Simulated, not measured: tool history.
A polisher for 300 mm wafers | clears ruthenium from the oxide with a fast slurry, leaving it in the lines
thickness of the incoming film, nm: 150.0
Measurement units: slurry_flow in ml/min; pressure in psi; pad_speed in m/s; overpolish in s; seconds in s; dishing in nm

{"run": 1, "day": 0.0, "slurry_flow": 295, "pressure": 1.7, "pad_speed": 0.96, "slurry_solids": 1, "overpolish": 12, "seconds": 51.857, "dishing": 22.835}
{"run": 2, "day": 0.2, "slurry_flow": 295, "pressure": 1.7, "pad_speed": 0.96, "slurry_solids": 0.9, "overpolish": 12, "seconds": 56.447, "dishing": 21.228}
{"run": 3, "day": 0.329, "slurry_flow": 330, "pressure": 1.7, "pad_speed": 0.96, "slurry_solids": 0.9, "overpolish": 12, "seconds": 56.419, "dishing": 21.557}
{"run": 4, "day": 0.692, "slurry_flow": 330, "pressure": 1.7, "pad_speed": 0.96, "slurry_solids": 0.9, "overpolish": 14, "seconds": 56.029, "dishing": 23.705}
{"run": 5, "day": 0.988, "slurry_flow": 330, "pressure": 1.7, "pad_speed": 0.96, "slurry_solids": 0.8, "overpolish": 14, "seconds": 62.272, "dishing": 22.341}
{"run": 6, "day": 1.229, "slurry_flow": 330, "pressure": 1.9, "pad_speed": 0.96, "slurry_solids": 0.8, "overpolish": 14, "seconds": 57.349, "dishing": 23.185}

Run 7, settings as shown, results not yet in. Your forecast:
{"run": 7, "day": 1.604, "slurry_flow": 330, "pressure": 2, "pad_speed": 0.98, "slurry_solids": 0.8, "overpolish": 13, "seconds": "?", "dishing": "?"}

{"run 7": {"seconds": 53.96, "dishing": 22.967}}

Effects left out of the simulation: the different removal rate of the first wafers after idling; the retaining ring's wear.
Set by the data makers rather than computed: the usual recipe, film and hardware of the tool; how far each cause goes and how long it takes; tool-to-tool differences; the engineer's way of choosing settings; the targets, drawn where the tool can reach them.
